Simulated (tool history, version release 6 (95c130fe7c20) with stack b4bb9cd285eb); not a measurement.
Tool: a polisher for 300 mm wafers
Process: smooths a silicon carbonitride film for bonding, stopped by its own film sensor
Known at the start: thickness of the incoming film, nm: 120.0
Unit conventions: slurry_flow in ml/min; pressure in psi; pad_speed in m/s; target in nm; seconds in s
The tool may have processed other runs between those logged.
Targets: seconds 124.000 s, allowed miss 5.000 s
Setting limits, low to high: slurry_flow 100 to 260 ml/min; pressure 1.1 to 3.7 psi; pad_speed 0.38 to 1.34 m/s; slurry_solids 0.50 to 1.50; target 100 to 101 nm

Run 1, hour 0.0: slurry_flow 165 ml/min, pressure 2.4 psi, pad_speed 0.86 m/s, slurry_solids 1.00, target 101 nm. Result: seconds 62.164 s.
Run 2, hour 1.2: slurry_flow 165 ml/min, pressure 2.4 psi, pad_speed 0.98 m/s, slurry_solids 1.00, target 101 nm. Result: seconds 57.665 s.
Run 3, hour 6.0: slurry_flow 135 ml/min, pressure 2.4 psi, pad_speed 0.98 m/s, slurry_solids 1.00, target 101 nm. Result: seconds 59.743 s.
Run 4, hour 11.8: slurry_flow 135 ml/min, pressure 2.1 psi, pad_speed 0.98 m/s, slurry_solids 1.00, target 101 nm. Result: seconds 69.395 s.
Run 5, hour 18.0: slurry_flow 135 ml/min, pressure 2.1 psi, pad_speed 0.98 m/s, slurry_solids 1.20, target 101 nm. Result: seconds 63.509 s.
Run 6, hour 22.7: slurry_flow 130 ml/min, pressure 1.9 psi, pad_speed 0.94 m/s, slurry_solids 1.20, target 101 nm. Result: seconds 74.112 s.
Run 7, hour 29.9: slurry_flow 125 ml/min, pressure 1.7 psi, pad_speed 0.92 m/s, slurry_solids 1.20, target 101 nm. Result: seconds 85.113 s.
Run 8, hour 32.2: slurry_flow 120 ml/min, pressure 1.6 psi, pad_speed 0.92 m/s, slurry_solids 1.20, target 101 nm. Result: seconds 87.861 s.
Run 9, hour 40.6: slurry_flow 120 ml/min, pressure 1.5 psi, pad_speed 0.90 m/s, slurry_solids 1.20, target 101 nm. Result: seconds 97.110 s.
Run 10, hour 48.4: slurry_flow 120 ml/min, pressure 1.4 psi, pad_speed 0.90 m/s, slurry_solids 1.20, target 101 nm. Result: seconds 104.910 s.
Run 11, hour 57.2: slurry_flow 120 ml/min, pressure 1.3 psi, pad_speed 0.90 m/s, slurry_solids 1.20, target 101 nm. Result: seconds 110.870 s.
Run 12, hour 62.2: slurry_flow 115 ml/min, pressure 1.1 psi, pad_speed 0.88 m/s, slurry_solids 1.20, target 101 nm. Result: seconds 131.210 s.

Consider the 4 candidate settings below. Which is the only one whose results all fall within their allowed miss of target?
Run A, hour 67.2: slurry_flow 105 ml/min, pressure 1.3 psi, pad_speed 1.12 m/s, slurry_solids 1.10, target 100 nm. Result: seconds ?.
Run B, hour 67.2: slurry_flow 150 ml/min, pressure 1.4 psi, pad_speed 0.72 m/s, slurry_solids 1.25, target 101 nm. Result: seconds ?.
Run C, hour 67.2: slurry_flow 100 ml/min, pressure 1.6 psi, pad_speed 0.78 m/s, slurry_solids 0.80, target 100 nm. Result: seconds ?.
Run D, hour 67.2: slurry_flow 100 ml/min, pressure 1.5 psi, pad_speed 0.78 m/s, slurry_solids 1.10, target 101 nm. Result: seconds ?.

move  seconds
   A  108.830
   B  107.830
   C  121.640
   D  110.820
A: carries the result that was furthest off beyond its target, to the other side
B: carries the result that was furthest off beyond its target, to the other side
C: in spec on every target
D: carries the result that was furthest off beyond its target, to the other side
C is the move that brings every result within its allowed miss.
